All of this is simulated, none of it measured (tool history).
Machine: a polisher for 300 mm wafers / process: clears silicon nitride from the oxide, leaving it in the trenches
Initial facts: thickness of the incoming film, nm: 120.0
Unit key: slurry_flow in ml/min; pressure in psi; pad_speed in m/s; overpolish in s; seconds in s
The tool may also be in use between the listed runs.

run	hour	slurry_flow	pressure	pad_speed	overpolish	seconds
1	0.0	300	2.6	1.26	21	96.225
2	4.9	300	2.6	1.26	22	91.074
3	9.8	300	2.6	1.26	21	89.506
4	10.8	300	2.8	1.26	21	85.258
5	16.1	300	2.8	1.56	21	75.335
6	20.6	300	3.0	1.58	21	68.608
# hour 26.3: slurry nozzle cleaned
7	26.3	300	3.1	1.60	21	63.277

Estimate the outcome of run 8 from the log above:
8	31.8	300	3.2	1.60	21	?

Run 8 yielded seconds 64.120 s.
